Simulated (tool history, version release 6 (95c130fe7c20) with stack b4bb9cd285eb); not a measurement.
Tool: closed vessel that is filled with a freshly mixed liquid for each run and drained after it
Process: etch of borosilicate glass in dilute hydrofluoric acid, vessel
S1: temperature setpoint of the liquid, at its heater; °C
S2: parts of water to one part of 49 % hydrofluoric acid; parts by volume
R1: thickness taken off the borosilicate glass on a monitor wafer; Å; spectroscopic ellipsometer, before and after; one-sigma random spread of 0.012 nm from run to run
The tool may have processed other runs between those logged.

{"run": 1, "hour": 0.0, "S1": 21.0, "S2": 280, "time in the liquid (s)": 35, "R1": 26.875}
{"run": 2, "hour": 2.7, "S1": 20.0, "S2": 315, "time in the liquid (s)": 35, "R1": 22.26}
{"run": 3, "hour": 6.0, "S1": 23.0, "S2": 315, "time in the liquid (s)": 35, "R1": 24.845}
{"run": 4, "hour": 11.6, "S1": 23.0, "S2": 260, "time in the liquid (s)": 35, "R1": 31.547}
{"run": 5, "hour": 15.9, "S1": 21.5, "S2": 300, "time in the liquid (s)": 35, "R1": 24.958}
{"run": 6, "hour": 20.7, "S1": 20.5, "S2": 330, "time in the liquid (s)": 35, "R1": 21.501}

What does the tool deliver on the next run?
{"run": 7, "hour": 28.2, "S1": 19.5, "S2": 355, "time in the liquid (s)": 35, "R1": "?"}

{"run 7": {"R1": 18.678}}
